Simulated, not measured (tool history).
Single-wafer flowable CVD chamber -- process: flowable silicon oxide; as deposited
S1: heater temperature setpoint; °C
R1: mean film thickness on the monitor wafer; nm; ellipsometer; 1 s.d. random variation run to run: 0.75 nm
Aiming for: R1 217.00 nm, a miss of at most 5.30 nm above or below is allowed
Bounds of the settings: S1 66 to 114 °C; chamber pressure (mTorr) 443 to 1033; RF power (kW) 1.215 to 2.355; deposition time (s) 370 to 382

{"run": 1, "hour": 0.0, "S1": 90, "chamber pressure (mTorr)": 738, "RF power (kW)": 1.785, "deposition time (s)": 370, "R1": 266.25}
{"run": 2, "hour": 2.8, "S1": 90, "chamber pressure (mTorr)": 800, "RF power (kW)": 1.785, "deposition time (s)": 370, "R1": 285.94}
{"run": 3, "hour": 4.9, "S1": 90, "chamber pressure (mTorr)": 908, "RF power (kW)": 1.785, "deposition time (s)": 370, "R1": 325.52}
{"run": 4, "hour": 8.2, "S1": 90, "chamber pressure (mTorr)": 908, "RF power (kW)": 1.895, "deposition time (s)": 370, "R1": 332.47}
{"run": 5, "hour": 11.9, "S1": 90, "chamber pressure (mTorr)": 908, "RF power (kW)": 1.895, "deposition time (s)": 382, "R1": 343.28}
{"run": 6, "hour": 12.9, "S1": 90, "chamber pressure (mTorr)": 908, "RF power (kW)": 1.895, "deposition time (s)": 382, "R1": 339.84}
{"run": 7, "hour": 21.3, "S1": 93, "chamber pressure (mTorr)": 907, "RF power (kW)": 1.895, "deposition time (s)": 382, "R1": 305.17}
{"run": 8, "hour": 23.9, "S1": 105, "chamber pressure (mTorr)": 905, "RF power (kW)": 1.895, "deposition time (s)": 382, "R1": 192.73}
{"run": 9, "hour": 28.0, "S1": 104, "chamber pressure (mTorr)": 905, "RF power (kW)": 1.895, "deposition time (s)": 382, "R1": 199.89}
{"run": 10, "hour": 30.4, "S1": 101, "chamber pressure (mTorr)": 906, "RF power (kW)": 1.895, "deposition time (s)": 382, "R1": 224.98}

Consider the 5 candidate settings below. Which is the only one whose results all fall within their allowed miss of target?
{"run": "A", "hour": 32.8, "S1": 99, "chamber pressure (mTorr)": 839, "RF power (kW)": 1.805, "deposition time (s)": 370, "R1": "?"}
{"run": "B", "hour": 32.8, "S1": 97, "chamber pressure (mTorr)": 820, "RF power (kW)": 1.83, "deposition time (s)": 377, "R1": "?"}
{"run": "C", "hour": 32.8, "S1": 99, "chamber pressure (mTorr)": 909, "RF power (kW)": 2.02, "deposition time (s)": 370, "R1": "?"}
{"run": "D", "hour": 32.8, "S1": 101, "chamber pressure (mTorr)": 941, "RF power (kW)": 1.89, "deposition time (s)": 382, "R1": "?"}
{"run": "E", "hour": 32.8, "S1": 104, "chamber pressure (mTorr)": 1033, "RF power (kW)": 1.94, "deposition time (s)": 382, "R1": "?"}

move=A R1=215.12
move=B R1=231.98
move=C R1=240.26
move=D R1=233.29
move=E R1=229.10
A: all results land within tolerance of their targets
B: the biggest miss grows against the last run
C: the biggest miss grows against the last run
D: the biggest miss grows against the last run
E: the biggest miss grows against the last run
Go with A: it meets all targets.
